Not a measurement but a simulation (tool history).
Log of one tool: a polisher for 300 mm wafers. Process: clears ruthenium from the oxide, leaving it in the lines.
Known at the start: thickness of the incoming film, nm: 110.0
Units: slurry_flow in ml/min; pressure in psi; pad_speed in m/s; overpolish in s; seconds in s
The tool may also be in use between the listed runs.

run,hour,slurry_flow,pressure,pad_speed,overpolish,seconds
1,0,170,2.4,1.18,14,62.163
2,8.5,170,2.4,1.18,11,62.273
3,12,145,2.4,1.18,11,62.386
4,14.8,145,2.4,1.18,11,62.432
5,19.5,145,2.7,1.2,11,56.709
6,24.7,145,2.9,1.24,11,51.258

Forecast run 7:
7,32.4,145,2.9,1.24,11,?

{"run 7": {"seconds": 49.919}}

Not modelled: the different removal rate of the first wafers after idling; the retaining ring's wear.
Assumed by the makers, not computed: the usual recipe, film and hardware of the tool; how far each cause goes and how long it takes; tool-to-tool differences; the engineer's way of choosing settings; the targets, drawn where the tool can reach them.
